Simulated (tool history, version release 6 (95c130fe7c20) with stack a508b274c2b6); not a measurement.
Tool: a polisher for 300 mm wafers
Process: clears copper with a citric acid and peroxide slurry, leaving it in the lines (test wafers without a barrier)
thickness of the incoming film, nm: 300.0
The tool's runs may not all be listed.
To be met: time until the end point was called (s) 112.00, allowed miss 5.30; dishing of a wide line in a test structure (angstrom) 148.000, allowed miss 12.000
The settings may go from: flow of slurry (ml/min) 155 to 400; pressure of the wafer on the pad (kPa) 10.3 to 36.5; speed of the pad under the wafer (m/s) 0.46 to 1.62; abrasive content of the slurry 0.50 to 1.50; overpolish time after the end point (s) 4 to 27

run	hour	flow of slurry (ml/min)	pressure of the wafer on the pad (kPa)	speed of the pad under the wafer (m/s)	abrasive content of the slurry	overpolish time after the end point (s)	time until the end point was called (s)	dishing of a wide line in a test structure (angstrom)
1	0.0	255	23.4	1.04	1.00	14	140.54	220.030
2	1.2	255	21.4	1.04	1.00	14	152.93	206.890
3	6.2	255	22.8	1.04	1.00	12	146.26	187.190
4	12.1	255	24.1	1.04	1.00	11	139.08	180.200
5	16.6	255	25.5	1.04	1.00	10	130.42	174.870
6	21.9	255	25.5	1.04	1.00	6	130.43	113.970
7	22.6	255	26.2	1.04	1.00	6	124.62	115.600
8	26.7	255	26.9	1.04	1.00	6	122.85	119.720
9	34.3	255	27.6	1.04	1.00	6	121.14	119.590

Which of these 5 next moves meets every target?
A	41.9	275	36.5	0.72	0.80	11	?	?
B	41.9	230	25.5	1.02	1.05	7	?	?
C	41.9	280	31.0	0.96	1.15	4	?	?
D	41.9	240	31.0	0.88	0.85	8	?	?
E	41.9	265	29.0	1.04	1.10	7	?	?

move	time until the end point was called (s)	dishing of a wide line in a test structure (angstrom)
A	136.36	187.910
B	132.83	127.540
C	111.57	89.237
D	132.01	145.200
E	112.15	148.980
A: takes the result that was furthest off past its target
B: further off than the last run
C: further off than the last run
D: brings the result that was furthest off to its target, and leaves another outside
E: meets every target
The right move is E.

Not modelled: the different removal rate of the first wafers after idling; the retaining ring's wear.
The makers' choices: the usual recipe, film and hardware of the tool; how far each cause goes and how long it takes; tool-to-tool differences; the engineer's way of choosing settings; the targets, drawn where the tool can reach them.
